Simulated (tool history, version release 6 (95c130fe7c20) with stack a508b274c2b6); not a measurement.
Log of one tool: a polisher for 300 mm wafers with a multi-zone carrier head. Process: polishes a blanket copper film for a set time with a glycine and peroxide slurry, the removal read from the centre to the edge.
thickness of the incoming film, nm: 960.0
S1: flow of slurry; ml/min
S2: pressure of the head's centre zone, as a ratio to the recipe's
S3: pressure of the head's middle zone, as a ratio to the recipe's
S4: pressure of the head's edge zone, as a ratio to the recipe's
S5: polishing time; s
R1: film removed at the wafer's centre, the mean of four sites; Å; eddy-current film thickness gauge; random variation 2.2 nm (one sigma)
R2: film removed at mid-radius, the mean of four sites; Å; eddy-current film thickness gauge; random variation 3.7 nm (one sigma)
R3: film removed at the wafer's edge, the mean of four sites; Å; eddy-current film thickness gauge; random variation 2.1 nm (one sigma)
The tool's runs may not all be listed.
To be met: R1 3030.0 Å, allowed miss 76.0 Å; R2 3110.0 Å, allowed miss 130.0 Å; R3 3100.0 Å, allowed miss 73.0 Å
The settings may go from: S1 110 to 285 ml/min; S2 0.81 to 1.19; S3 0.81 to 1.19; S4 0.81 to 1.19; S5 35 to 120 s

run,hour,S1,S2,S3,S4,S5,R1,R2,R3
1,0.0,180,1.00,1.00,1.00,77,3588.5,3596.5,3527.3
2,3.5,165,0.97,0.98,0.96,76,3364.0,3375.1,3380.6
3,7.8,155,0.96,0.98,0.93,76,3263.9,3329.6,3346.1
4,15.7,150,0.96,0.98,0.90,75,3163.5,3326.9,3257.7
5,20.0,145,0.96,0.97,0.88,75,3173.7,3283.8,3200.2
6,21.3,145,1.02,0.97,0.88,75,3402.0,3277.9,3206.8
7,23.1,135,1.00,0.96,0.87,75,3266.4,3162.1,3134.1
8,29.1,130,0.99,0.96,0.87,75,3226.9,3181.0,3137.9
9,35.9,125,0.98,0.96,0.87,75,3147.1,3132.6,3138.9

Which of these 4 next moves meets every target?
A,42.7,125,1.03,0.94,0.81,78,?,?,?
B,42.7,120,0.97,0.89,0.81,80,?,?,?
C,42.7,125,0.92,0.92,0.81,77,?,?,?
D,42.7,115,0.99,1.00,0.87,79,?,?,?

move,R1,R2,R3
A,3431.5,3304.7,3123.7
B,3278.8,3211.4,3186.3
C,3022.6,3206.1,3084.5
D,3272.0,3462.2,3219.5
A: further off than the last run
B: further off than the last run
C: meets every target
D: further off than the last run
Answer: C
